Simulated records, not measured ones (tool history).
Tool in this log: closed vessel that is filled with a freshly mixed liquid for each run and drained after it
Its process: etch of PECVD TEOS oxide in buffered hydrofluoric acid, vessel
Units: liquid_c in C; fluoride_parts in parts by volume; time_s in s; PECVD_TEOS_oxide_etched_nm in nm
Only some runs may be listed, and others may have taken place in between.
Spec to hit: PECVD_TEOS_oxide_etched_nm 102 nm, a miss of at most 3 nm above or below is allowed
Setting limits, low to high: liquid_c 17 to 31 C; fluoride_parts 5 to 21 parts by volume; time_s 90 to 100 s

run	hour	liquid_c	fluoride_parts	time_s	PECVD_TEOS_oxide_etched_nm
1	0	23	13	90	193.21
2	2	24.5	13	90	209.38
3	7.5	22.5	13	90	187.96
4	11.4	25.5	13	90	218.41
5	15.9	25.5	13	90	218.7
6	23	23	14.5	90	171.54
7	27.6	21.5	15.5	90	149.17
8	28.7	20.5	16	90	135.87
9	30.1	19.5	16.5	90	124.68
10	39.3	19	17	90	117.31
11	48.4	18.5	17	90	114.91
12	52.1	18	17	90	110.4
13	58.6	17.5	17	90	108.5

Next run, 5 choices. One meets every target within its allowed miss, the rest don't. Which?
A	65.1	18.5	20.5	90	?
B	65.1	17	16	90	?
C	65.1	18	17	90	?
D	65.1	17.5	18	95	?
E	65.1	17	18.5	95	?

move	PECVD_TEOS_oxide_etched_nm
A	96.159
B	111.94
C	111.63
D	108.24
E	102.38
A: takes the biggest miss from the last run beyond its target
B: the biggest miss grows against the last run
C: the biggest miss grows against the last run
D: no nearer and no further than the last run
E: hits every target within its allowed miss
The move that meets every target is E.
